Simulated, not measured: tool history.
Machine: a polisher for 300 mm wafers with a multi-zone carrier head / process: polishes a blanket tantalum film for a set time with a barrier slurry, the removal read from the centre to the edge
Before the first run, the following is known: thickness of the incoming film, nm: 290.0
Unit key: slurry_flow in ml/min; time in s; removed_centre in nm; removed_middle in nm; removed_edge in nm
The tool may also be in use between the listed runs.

run 1 hour=0 | slurry_flow=260 centre_zone=1 middle_zone=1 edge_zone=1 slurry_solids=1 time=44 | removed_centre=82.404 removed_middle=78.321 removed_edge=76.112
run 2 hour=7.4 | slurry_flow=260 centre_zone=0.95 middle_zone=1 edge_zone=1 slurry_solids=1 time=44 | removed_centre=77.421 removed_middle=78.03 removed_edge=76.649
run 3 hour=15.2 | slurry_flow=260 centre_zone=0.95 middle_zone=1 edge_zone=1 slurry_solids=0.8 time=44 | removed_centre=71.08 removed_middle=72.663 removed_edge=70.741
run 4 hour=24 | slurry_flow=260 centre_zone=0.88 middle_zone=1 edge_zone=1 slurry_solids=0.8 time=44 | removed_centre=66.954 removed_middle=71.852 removed_edge=69.757
run 5 hour=31.6 | slurry_flow=260 centre_zone=0.88 middle_zone=1 edge_zone=1 slurry_solids=0.65 time=44 | removed_centre=61.508 removed_middle=67.796 removed_edge=66.379
run 6 hour=40.3 | slurry_flow=290 centre_zone=0.88 middle_zone=1 edge_zone=1 slurry_solids=0.65 time=44 | removed_centre=62.956 removed_middle=68.421 removed_edge=66.822
run 7 hour=42.5 | slurry_flow=260 centre_zone=0.87 middle_zone=0.98 edge_zone=1.04 slurry_solids=0.8 time=46 | removed_centre=68.006 removed_middle=74.604 removed_edge=75.127
run 8 hour=49.5 | slurry_flow=250 centre_zone=0.86 middle_zone=0.95 edge_zone=1.07 slurry_solids=0.95 time=47 | removed_centre=72.784 removed_middle=77.513 removed_edge=82.041
run 9 hour=55.4 | slurry_flow=245 centre_zone=0.85 middle_zone=0.93 edge_zone=1.09 slurry_solids=1.05 time=47 | removed_centre=74.577 removed_middle=77.493 removed_edge=87.653
run 10 hour=62.2 | slurry_flow=250 centre_zone=0.85 middle_zone=0.93 edge_zone=1.11 slurry_solids=1.15 time=47 | removed_centre=77.332 removed_middle=80.767 removed_edge=89.059

Forecast run 11:
run 11 hour=64.3 | slurry_flow=240 centre_zone=0.84 middle_zone=0.92 edge_zone=1.12 slurry_solids=1.2 time=48 | removed_centre=? removed_middle=? removed_edge=?

removed_centre: 78.571 nm
removed_middle: 82.232 nm
removed_edge: 91.081 nm

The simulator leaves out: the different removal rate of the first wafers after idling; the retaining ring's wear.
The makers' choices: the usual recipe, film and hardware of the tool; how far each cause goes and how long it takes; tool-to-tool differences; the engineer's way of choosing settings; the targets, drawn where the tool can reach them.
